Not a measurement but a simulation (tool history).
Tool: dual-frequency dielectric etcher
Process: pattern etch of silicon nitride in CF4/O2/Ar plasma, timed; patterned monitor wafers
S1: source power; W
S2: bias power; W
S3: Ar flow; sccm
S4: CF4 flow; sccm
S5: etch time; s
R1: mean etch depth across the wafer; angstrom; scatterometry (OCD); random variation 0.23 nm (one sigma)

| run | hour | S1 | S2 | S3 | S4 | S5 | R1 |
|---|---|---|---|---|---|---|---|
| 1 | 0 | 400 | 49 | 134 | 82 | 23.5 | 332.23 |
| 2 | 6.1 | 400 | 42 | 134 | 82 | 23.5 | 318.3 |
| 3 | 13.6 | 430 | 43 | 134 | 82 | 23.5 | 344.62 |
| 4 | 17.9 | 450 | 43 | 134 | 82 | 23.5 | 360.82 |
| 5 | 20.2 | 450 | 43 | 150 | 82 | 23.5 | 353.32 |
| 6 | 28.2 | 450 | 47 | 150 | 82 | 23.5 | 360.93 |
| 7 | 34.7 | 460 | 47 | 150 | 82 | 23.5 | 367.75 |

Run 8 comes next. What will it give?
| 8 | 35.8 | 470 | 47 | 150 | 82 | 23.5 | ? |

{"run 8": {"R1": 380.7}}
